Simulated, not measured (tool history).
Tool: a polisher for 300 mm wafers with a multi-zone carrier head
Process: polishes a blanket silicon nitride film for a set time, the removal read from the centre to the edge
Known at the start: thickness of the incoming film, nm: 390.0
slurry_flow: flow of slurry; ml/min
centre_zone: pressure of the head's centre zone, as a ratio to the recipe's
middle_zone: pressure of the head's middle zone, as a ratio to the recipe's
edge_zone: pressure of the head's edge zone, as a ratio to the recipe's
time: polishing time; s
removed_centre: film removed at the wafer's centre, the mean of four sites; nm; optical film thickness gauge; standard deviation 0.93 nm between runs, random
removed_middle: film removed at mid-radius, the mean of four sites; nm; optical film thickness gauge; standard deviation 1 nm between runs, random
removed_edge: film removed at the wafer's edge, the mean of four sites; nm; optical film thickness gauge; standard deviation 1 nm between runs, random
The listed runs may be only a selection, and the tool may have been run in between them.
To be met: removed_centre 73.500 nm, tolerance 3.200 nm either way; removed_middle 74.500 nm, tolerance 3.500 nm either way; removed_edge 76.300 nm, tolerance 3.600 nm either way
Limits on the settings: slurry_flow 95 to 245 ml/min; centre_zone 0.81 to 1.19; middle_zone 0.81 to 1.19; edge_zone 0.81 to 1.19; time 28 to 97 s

run 1 day=0.000 | slurry_flow=155 centre_zone=1.00 middle_zone=1.00 edge_zone=1.00 time=62 | removed_centre=119.290 removed_middle=120.270 removed_edge=117.230
run 2 day=0.217 | slurry_flow=150 centre_zone=0.99 middle_zone=0.98 edge_zone=0.99 time=58 | removed_centre=109.750 removed_middle=111.580 removed_edge=110.480
run 3 day=0.529 | slurry_flow=150 centre_zone=0.99 middle_zone=0.97 edge_zone=0.98 time=54 | removed_centre=102.740 removed_middle=102.010 removed_edge=103.200
run 4 day=0.646 | slurry_flow=150 centre_zone=0.98 middle_zone=0.97 edge_zone=0.97 time=51 | removed_centre=94.314 removed_middle=97.237 removed_edge=96.204
run 5 day=0.746 | slurry_flow=150 centre_zone=0.98 middle_zone=0.95 edge_zone=0.95 time=49 | removed_centre=91.450 removed_middle=90.055 removed_edge=91.448
run 6 day=1.071 | slurry_flow=150 centre_zone=0.97 middle_zone=0.94 edge_zone=0.93 time=48 | removed_centre=88.041 removed_middle=89.835 removed_edge=90.029
run 7 day=1.321 | slurry_flow=150 centre_zone=0.97 middle_zone=0.93 edge_zone=0.92 time=47 | removed_centre=89.057 removed_middle=85.637 removed_edge=90.211
run 8 day=1.400 | slurry_flow=130 centre_zone=0.93 middle_zone=0.97 edge_zone=0.88 time=37 | removed_centre=63.424 removed_middle=67.671 removed_edge=68.733
run 9 day=1.646 | slurry_flow=175 centre_zone=0.95 middle_zone=0.95 edge_zone=0.93 time=37 | removed_centre=68.317 removed_middle=68.895 removed_edge=70.757

Exactly one of the 4 candidate moves below puts every result within its allowed miss. Which one?
run A day=1.892 | slurry_flow=180 centre_zone=0.94 middle_zone=1.04 edge_zone=0.91 time=33 | removed_centre=? removed_middle=? removed_edge=?
run B day=1.892 | slurry_flow=240 centre_zone=0.93 middle_zone=0.90 edge_zone=0.93 time=39 | removed_centre=? removed_middle=? removed_edge=?
run C day=1.892 | slurry_flow=160 centre_zone=0.98 middle_zone=0.81 edge_zone=0.99 time=39 | removed_centre=? removed_middle=? removed_edge=?
run D day=1.892 | slurry_flow=195 centre_zone=1.04 middle_zone=0.90 edge_zone=0.91 time=40 | removed_centre=? removed_middle=? removed_edge=?

move=A removed_centre=59.512 removed_middle=66.098 removed_edge=63.727
move=B removed_centre=72.641 removed_middle=74.828 removed_edge=78.204
move=C removed_centre=71.703 removed_middle=66.692 removed_edge=76.647
move=D removed_centre=80.894 removed_middle=74.649 removed_edge=78.023
A: lands further from the targets than the last run did
B: in spec on every target
C: corrects the largest miss of the last run, while another result sits out of spec
D: pushes the last run's worst result past its target
Go with B: it meets all targets.

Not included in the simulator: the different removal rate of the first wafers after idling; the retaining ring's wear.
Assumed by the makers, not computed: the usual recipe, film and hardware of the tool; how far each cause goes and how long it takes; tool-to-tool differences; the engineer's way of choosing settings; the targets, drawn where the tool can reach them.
